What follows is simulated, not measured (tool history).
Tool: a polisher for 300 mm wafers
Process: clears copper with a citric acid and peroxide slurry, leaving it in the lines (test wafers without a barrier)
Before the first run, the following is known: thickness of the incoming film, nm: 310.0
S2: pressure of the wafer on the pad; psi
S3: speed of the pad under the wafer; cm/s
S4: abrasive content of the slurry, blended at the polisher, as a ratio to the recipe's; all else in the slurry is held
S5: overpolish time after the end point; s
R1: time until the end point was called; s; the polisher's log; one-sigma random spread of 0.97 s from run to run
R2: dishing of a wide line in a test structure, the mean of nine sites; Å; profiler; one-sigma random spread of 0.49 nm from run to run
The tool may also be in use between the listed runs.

{"run": 1, "hour": 0.0, "flow of slurry (ml/min)": 175, "S2": 3.0, "S3": 134, "S4": 1.0, "S5": 15, "R1": 101.71, "R2": 311.37}
{"run": 2, "hour": 2.7, "flow of slurry (ml/min)": 175, "S2": 3.0, "S3": 134, "S4": 1.2, "S5": 15, "R1": 98.613, "R2": 316.37}
{"run": 3, "hour": 7.6, "flow of slurry (ml/min)": 135, "S2": 3.0, "S3": 134, "S4": 1.2, "S5": 15, "R1": 102.24, "R2": 312.16}
{"run": 4, "hour": 14.8, "flow of slurry (ml/min)": 130, "S2": 3.0, "S3": 134, "S4": 1.2, "S5": 16, "R1": 101.47, "R2": 325.97}
{"run": 5, "hour": 16.5, "flow of slurry (ml/min)": 130, "S2": 3.0, "S3": 134, "S4": 1.2, "S5": 17, "R1": 102.82, "R2": 348.72}
{"run": 6, "hour": 19.3, "flow of slurry (ml/min)": 125, "S2": 3.0, "S3": 134, "S4": 1.2, "S5": 18, "R1": 103.31, "R2": 365.03}
{"run": 7, "hour": 23.4, "flow of slurry (ml/min)": 125, "S2": 3.0, "S3": 134, "S4": 1.2, "S5": 19, "R1": 101.2, "R2": 379.23}
{"run": 8, "hour": 29.7, "flow of slurry (ml/min)": 125, "S2": 3.0, "S3": 134, "S4": 1.2, "S5": 20, "R1": 103.23, "R2": 401.25}
{"run": 9, "hour": 36.2, "flow of slurry (ml/min)": 120, "S2": 2.9, "S3": 134, "S4": 1.2, "S5": 21, "R1": 107.05, "R2": 408.69}

Expected results for the next run?
{"run": 10, "hour": 40.8, "flow of slurry (ml/min)": 115, "S2": 2.9, "S3": 134, "S4": 1.2, "S5": 22, "R1": "?", "R2": "?"}

Run 10 gave R1 107.990 s, R2 420.53 Å.

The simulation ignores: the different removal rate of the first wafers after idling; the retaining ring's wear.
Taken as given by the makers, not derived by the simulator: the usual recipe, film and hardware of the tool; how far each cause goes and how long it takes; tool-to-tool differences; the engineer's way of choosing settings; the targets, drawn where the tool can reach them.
